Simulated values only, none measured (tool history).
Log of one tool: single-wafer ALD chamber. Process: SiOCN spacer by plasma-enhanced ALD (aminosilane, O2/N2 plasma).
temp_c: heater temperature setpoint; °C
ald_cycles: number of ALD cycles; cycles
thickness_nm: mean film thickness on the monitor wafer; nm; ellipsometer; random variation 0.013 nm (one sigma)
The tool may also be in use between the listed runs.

| run | hour | temp_c | ald_cycles | thickness_nm |
|---|---|---|---|---|
| 1 | 0 | 385 | 48 | 2.951 |
| 2 | 4.2 | 385 | 47 | 2.8862 |
| 3 | 12.1 | 389 | 47 | 2.8971 |
| 4 | 16.8 | 389 | 52 | 3.1771 |
|  | 21.7 | thermocouple changed; heater temperature recalibrated |
| 5 | 21.7 | 380 | 52 | 3.2211 |
| 6 | 30.2 | 380 | 51 | 3.164 |
| 7 | 37.9 | 380 | 51 | 3.1439 |

Forecast run 8:
| 8 | 39 | 380 | 50 | ? |

thickness_nm: 3.0918 nm
